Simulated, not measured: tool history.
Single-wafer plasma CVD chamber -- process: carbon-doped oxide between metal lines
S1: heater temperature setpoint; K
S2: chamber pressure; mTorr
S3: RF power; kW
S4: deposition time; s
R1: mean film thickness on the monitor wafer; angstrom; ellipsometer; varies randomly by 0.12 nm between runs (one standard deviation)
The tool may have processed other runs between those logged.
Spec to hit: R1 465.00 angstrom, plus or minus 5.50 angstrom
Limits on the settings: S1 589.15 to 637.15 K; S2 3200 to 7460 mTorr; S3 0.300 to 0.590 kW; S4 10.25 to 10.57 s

{"run": 1, "day": 0.0, "S1": 613.15, "S2": 5330, "S3": 0.445, "S4": 10.25, "R1": 521.99}
{"run": 2, "day": 0.271, "S1": 613.15, "S2": 5330, "S3": 0.475, "S4": 10.25, "R1": 536.75}
{"run": 3, "day": 0.533, "S1": 616.15, "S2": 5060, "S3": 0.47, "S4": 10.25, "R1": 525.6}
{"run": 4, "day": 0.729, "S1": 619.15, "S2": 4830, "S3": 0.47, "S4": 10.25, "R1": 519.7}
{"run": 5, "day": 0.783, "S1": 619.15, "S2": 4830, "S3": 0.445, "S4": 10.25, "R1": 502.04}
{"run": 6, "day": 1.108, "S1": 621.15, "S2": 4710, "S3": 0.445, "S4": 10.25, "R1": 496.94}
{"run": 7, "day": 1.45, "S1": 623.15, "S2": 4610, "S3": 0.445, "S4": 10.25, "R1": 492.71}
{"run": 8, "day": 1.8, "S1": 625.15, "S2": 4520, "S3": 0.445, "S4": 10.25, "R1": 489.39}
{"run": 9, "day": 1.871, "S1": 626.15, "S2": 4420, "S3": 0.445, "S4": 10.25, "R1": 488.36}
{"run": 10, "day": 2.021, "S1": 627.15, "S2": 4310, "S3": 0.445, "S4": 10.25, "R1": 483.72}
{"run": 11, "day": 2.175, "S1": 628.15, "S2": 4240, "S3": 0.445, "S4": 10.25, "R1": 482.28}
{"run": 12, "day": 2.525, "S1": 629.15, "S2": 4170, "S3": 0.445, "S4": 10.25, "R1": 480.3}
{"run": 13, "day": 2.8, "S1": 630.15, "S2": 4110, "S3": 0.445, "S4": 10.25, "R1": 477.0}
{"run": 14, "day": 3.088, "S1": 631.15, "S2": 4070, "S3": 0.445, "S4": 10.25, "R1": 476.16}
{"run": 15, "day": 3.188, "S1": 632.15, "S2": 4020, "S3": 0.445, "S4": 10.25, "R1": 472.49}
{"run": 16, "day": 3.454, "S1": 633.15, "S2": 4000, "S3": 0.445, "S4": 10.25, "R1": 472.56}
{"run": 17, "day": 3.638, "S1": 633.15, "S2": 3970, "S3": 0.445, "S4": 10.25, "R1": 469.18}

Below are 4 possible settings for the next run. Only one of them brings all results inside the allowed miss of their targets. Which is it?
{"run": "A", "day": 3.821, "S1": 632.15, "S2": 3650, "S3": 0.45, "S4": 10.43, "R1": "?"}
{"run": "B", "day": 3.821, "S1": 637.15, "S2": 3200, "S3": 0.48, "S4": 10.25, "R1": "?"}
{"run": "C", "day": 3.821, "S1": 634.15, "S2": 4390, "S3": 0.44, "S4": 10.45, "R1": "?"}
{"run": "D", "day": 3.821, "S1": 637.15, "S2": 3480, "S3": 0.425, "S4": 10.57, "R1": "?"}

move=A R1=481.26
move=B R1=477.41
move=C R1=481.98
move=D R1=463.08
A: lands further from the targets than the last run did
B: lands further from the targets than the last run did
C: lands further from the targets than the last run did
D: each result inside its tolerance
Correct choice: D, which meets every target
